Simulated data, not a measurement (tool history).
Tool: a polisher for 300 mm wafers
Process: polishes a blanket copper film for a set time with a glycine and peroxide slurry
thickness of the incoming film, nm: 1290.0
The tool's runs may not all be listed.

run	hour	flow of slurry (ml/min)	pressure of the wafer on the pad (psi)	speed of the pad under the wafer (m/s)	polishing time (s)	film removed (Å)
1	0	310	2.4	1.08	61	2937.9
2	2.4	310	2.4	0.82	61	2453.4
3	9	235	2.4	0.82	61	2293.9
4	10.3	275	2.8	0.84	61	2722.5
5	17.4	275	2.8	0.6	61	2237.8
6	24.8	275	2.8	0.6	65	2299

The next listed run, before its measurement:
7	32	285	3.4	0.9	65	?

Run 7 gave film removed (Å) 3598.9.
